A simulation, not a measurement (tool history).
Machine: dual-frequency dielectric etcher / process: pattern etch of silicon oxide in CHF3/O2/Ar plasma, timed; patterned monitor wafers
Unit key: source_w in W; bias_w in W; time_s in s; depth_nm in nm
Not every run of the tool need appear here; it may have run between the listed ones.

run  hour  source_w  bias_w  time_s  depth_nm
  1   0.0       750     151   462.0   1034.90
  2   3.3       680     145   462.0    968.18
  3   7.1       640     143   462.0    932.36
  4  12.0       620     142   462.0    907.07
  5  21.1       620     156   462.0    923.47
  6  25.3       620     156   482.0    979.45
  7  29.1       620     156   482.0    980.27
  8  35.2       580     155   481.5    953.40
  9  41.3       460     142   478.5    790.58
 10  42.6       480     143   478.5    811.62

Predict the results of run 11:
 11  44.4       500     143   478.5         ?

depth_nm: 834.14 nm
